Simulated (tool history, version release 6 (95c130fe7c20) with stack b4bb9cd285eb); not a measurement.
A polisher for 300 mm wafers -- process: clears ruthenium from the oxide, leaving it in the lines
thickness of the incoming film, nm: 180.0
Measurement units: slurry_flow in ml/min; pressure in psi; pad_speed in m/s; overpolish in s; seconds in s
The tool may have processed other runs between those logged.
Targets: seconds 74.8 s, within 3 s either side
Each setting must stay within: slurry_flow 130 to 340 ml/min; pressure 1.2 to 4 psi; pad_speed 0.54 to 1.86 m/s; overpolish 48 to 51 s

run  hour  slurry_flow  pressure  pad_speed  overpolish  seconds
  1     0          220       2.6       1.18          48    129.8
  2   8.7          220         3        1.2          48   107.95
  3  11.6          220       3.3        1.2          48   97.614
  4    15          220       3.3        1.2          51   100.38
  5  16.5          240       3.3        1.2          51   100.16
  6  17.9          240       3.3        1.2          51   96.646
  7  24.3          250       3.5        1.2          51   95.023
  8  28.5          245       3.7       1.22          51     87.8
  9  36.1          245       3.8       1.24          51   83.265
 10  40.4          245       3.9       1.26          51   79.738

Next run, 5 choices. One meets every target within its allowed miss, the rest don't. Which?
  A  44.7          275       3.6       1.34          49        ?
  B  44.7          275       3.6       1.32          51        ?
  C  44.7          255         4       1.32          49        ?
  D  44.7          285       3.7       1.58          48        ?
  E  44.7          215         4       1.24          51        ?

move  seconds
   A   81.588
   B   82.621
   C     75.2
   D    68.88
   E   80.635
A: moves away from the targets compared with the last run
B: moves away from the targets compared with the last run
C: meets every target
D: takes the biggest miss from the last run beyond its target
E: moves away from the targets compared with the last run
Answer: C
